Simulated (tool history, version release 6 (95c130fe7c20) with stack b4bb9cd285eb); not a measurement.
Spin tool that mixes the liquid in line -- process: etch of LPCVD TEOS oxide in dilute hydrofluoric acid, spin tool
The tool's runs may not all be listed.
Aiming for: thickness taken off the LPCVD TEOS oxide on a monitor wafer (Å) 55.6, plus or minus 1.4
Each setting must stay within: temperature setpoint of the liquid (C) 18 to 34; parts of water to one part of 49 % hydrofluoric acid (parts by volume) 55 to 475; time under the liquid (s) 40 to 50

run,hour,temperature setpoint of the liquid (C),parts of water to one part of 49 % hydrofluoric acid (parts by volume),time under the liquid (s),thickness taken off the LPCVD TEOS oxide on a monitor wafer (Å)
1,0,26,265,50,68.003
2,8.2,24.5,265,50,65.264
3,14.9,24.5,265,40,51.369
4,21.5,25.5,265,40,53.363
5,23.4,22.5,265,40,48.122
6,25.3,22.5,200,40,67.86
7,30.4,21.5,200,40,65.497
8,39.4,21,200,40,64.233
9,43.4,20.5,200,40,64.165
10,44.4,20,200,40,61.658
11,46.8,19.5,200,40,60.535
12,52.5,19,200,40,59.927

Below are 5 possible settings for the next run. Only one of them brings all results inside the allowed miss of their targets. Which is it?
A,58.2,18,205,40,?
B,58.2,20.5,210,40,?
C,58.2,19,225,40,?
D,58.2,18,200,45,?
E,58.2,18,220,45,?

move,thickness taken off the LPCVD TEOS oxide on a monitor wafer (Å)
A,55.951
B,59.89
C,52.021
D,64.821
E,57.845
A: in spec on every target
B: just as far off the targets as the last run
C: carries the result that was furthest off beyond its target, to the other side
D: lands further from the targets than the last run did
E: closes in on the targets versus the last run, not all within tolerance yet
The right move is A.
